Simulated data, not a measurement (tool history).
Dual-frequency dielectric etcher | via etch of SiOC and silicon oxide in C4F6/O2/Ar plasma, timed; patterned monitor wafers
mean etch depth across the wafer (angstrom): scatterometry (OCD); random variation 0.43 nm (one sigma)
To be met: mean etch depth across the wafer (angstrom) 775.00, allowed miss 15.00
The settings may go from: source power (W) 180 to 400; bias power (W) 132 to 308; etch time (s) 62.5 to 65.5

| run | hour | source power (W) | bias power (W) | etch time (s) | mean etch depth across the wafer (angstrom) |
|---|---|---|---|---|---|
| 1 | 0.0 | 290 | 220 | 62.5 | 710.00 |
| 2 | 2.7 | 290 | 220 | 62.5 | 713.91 |
| 3 | 6.0 | 290 | 220 | 62.5 | 711.23 |
| 4 | 6.7 | 290 | 258 | 62.5 | 744.71 |
| 5 | 14.2 | 300 | 260 | 62.5 | 756.43 |
| 6 | 19.6 | 280 | 260 | 62.5 | 742.51 |
| 7 | 22.5 | 290 | 263 | 62.5 | 755.05 |
| 8 | 25.8 | 300 | 264 | 62.5 | 763.21 |
| 9 | 29.2 | 300 | 265 | 62.5 | 751.88 |

4 next moves are on the table. One of them brings every result within its allowed miss. Which?
| A | 32.6 | 260 | 260 | 62.5 | ? |
| B | 32.6 | 260 | 242 | 64.5 | ? |
| C | 32.6 | 280 | 249 | 63.0 | ? |
| D | 32.6 | 300 | 237 | 65.5 | ? |

| move | mean etch depth across the wafer (angstrom) |
|---|---|
| A | 718.57 |
| B | 726.91 |
| C | 733.53 |
| D | 770.11 |
A: further off than the last run
B: further off than the last run
C: further off than the last run
D: meets every target
Move D is the one to make.

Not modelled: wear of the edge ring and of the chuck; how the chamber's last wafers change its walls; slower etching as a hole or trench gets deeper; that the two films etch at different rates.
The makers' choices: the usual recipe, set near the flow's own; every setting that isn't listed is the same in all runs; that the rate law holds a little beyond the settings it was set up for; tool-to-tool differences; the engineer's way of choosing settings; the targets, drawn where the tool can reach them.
